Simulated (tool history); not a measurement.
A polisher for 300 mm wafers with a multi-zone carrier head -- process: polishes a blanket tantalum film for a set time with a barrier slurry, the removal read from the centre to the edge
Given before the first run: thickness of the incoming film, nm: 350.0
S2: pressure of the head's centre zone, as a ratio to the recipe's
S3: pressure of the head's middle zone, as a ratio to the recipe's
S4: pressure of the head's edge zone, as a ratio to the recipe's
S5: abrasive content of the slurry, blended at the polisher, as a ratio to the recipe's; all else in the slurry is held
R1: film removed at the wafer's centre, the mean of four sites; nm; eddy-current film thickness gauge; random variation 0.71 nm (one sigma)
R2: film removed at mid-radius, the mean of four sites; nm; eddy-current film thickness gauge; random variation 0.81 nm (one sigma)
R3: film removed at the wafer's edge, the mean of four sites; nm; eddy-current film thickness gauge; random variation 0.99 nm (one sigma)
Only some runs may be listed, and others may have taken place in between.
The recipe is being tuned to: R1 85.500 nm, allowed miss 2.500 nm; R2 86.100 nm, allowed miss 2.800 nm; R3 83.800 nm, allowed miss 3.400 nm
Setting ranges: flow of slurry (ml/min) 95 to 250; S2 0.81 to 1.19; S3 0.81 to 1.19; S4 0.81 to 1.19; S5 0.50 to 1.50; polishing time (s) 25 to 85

{"run": 1, "hour": 0.0, "flow of slurry (ml/min)": 160, "S2": 1.0, "S3": 1.0, "S4": 1.0, "S5": 1.0, "polishing time (s)": 55, "R1": 109.68, "R2": 107.43, "R3": 110.04}
{"run": 2, "hour": 8.9, "flow of slurry (ml/min)": 135, "S2": 1.0, "S3": 1.0, "S4": 1.0, "S5": 1.0, "polishing time (s)": 55, "R1": 104.8, "R2": 102.52, "R3": 108.63}
{"run": 3, "hour": 15.7, "flow of slurry (ml/min)": 140, "S2": 0.99, "S3": 0.99, "S4": 0.96, "S5": 0.85, "polishing time (s)": 54, "R1": 98.639, "R2": 97.74, "R3": 98.446}
{"run": 4, "hour": 24.2, "flow of slurry (ml/min)": 140, "S2": 0.99, "S3": 0.99, "S4": 1.04, "S5": 0.85, "polishing time (s)": 54, "R1": 97.39, "R2": 97.632, "R3": 100.47}
{"run": 5, "hour": 29.7, "flow of slurry (ml/min)": 140, "S2": 1.07, "S3": 0.99, "S4": 1.04, "S5": 0.85, "polishing time (s)": 54, "R1": 105.87, "R2": 95.292, "R3": 100.19}
{"run": 6, "hour": 36.7, "flow of slurry (ml/min)": 140, "S2": 1.07, "S3": 0.99, "S4": 1.04, "S5": 0.7, "polishing time (s)": 54, "R1": 99.757, "R2": 89.546, "R3": 93.027}
{"run": 7, "hour": 45.4, "flow of slurry (ml/min)": 135, "S2": 1.05, "S3": 1.0, "S4": 1.02, "S5": 0.65, "polishing time (s)": 54, "R1": 91.315, "R2": 87.164, "R3": 91.086}
{"run": 8, "hour": 54.0, "flow of slurry (ml/min)": 125, "S2": 1.07, "S3": 1.05, "S4": 0.92, "S5": 0.65, "polishing time (s)": 53, "R1": 90.282, "R2": 86.152, "R3": 82.093}

Which single option among these 4 for the next run brings every result within its allowed miss of target? Just one does.
{"run": "A", "hour": 62.6, "flow of slurry (ml/min)": 95, "S2": 1.16, "S3": 1.08, "S4": 0.88, "S5": 0.7, "polishing time (s)": 49, "R1": "?", "R2": "?", "R3": "?"}
{"run": "B", "hour": 62.6, "flow of slurry (ml/min)": 160, "S2": 1.02, "S3": 1.05, "S4": 1.0, "S5": 0.5, "polishing time (s)": 57, "R1": "?", "R2": "?", "R3": "?"}
{"run": "C", "hour": 62.6, "flow of slurry (ml/min)": 125, "S2": 1.01, "S3": 1.07, "S4": 0.96, "S5": 0.85, "polishing time (s)": 51, "R1": "?", "R2": "?", "R3": "?"}
{"run": "D", "hour": 62.6, "flow of slurry (ml/min)": 165, "S2": 0.98, "S3": 1.1, "S4": 0.95, "S5": 0.65, "polishing time (s)": 51, "R1": "?", "R2": "?", "R3": "?"}

move=A R1=84.252 R2=76.572 R3=74.140
move=B R1=85.175 R2=84.483 R3=83.986
move=C R1=91.114 R2=93.336 R3=91.433
move=D R1=84.796 R2=90.737 R3=85.061
A: the furthest-off result lands on target, but another misses its tolerance
B: every result lands within tolerance
C: the biggest miss grows against the last run
D: the furthest-off result lands on target, but another misses its tolerance
Move B is the one to make.
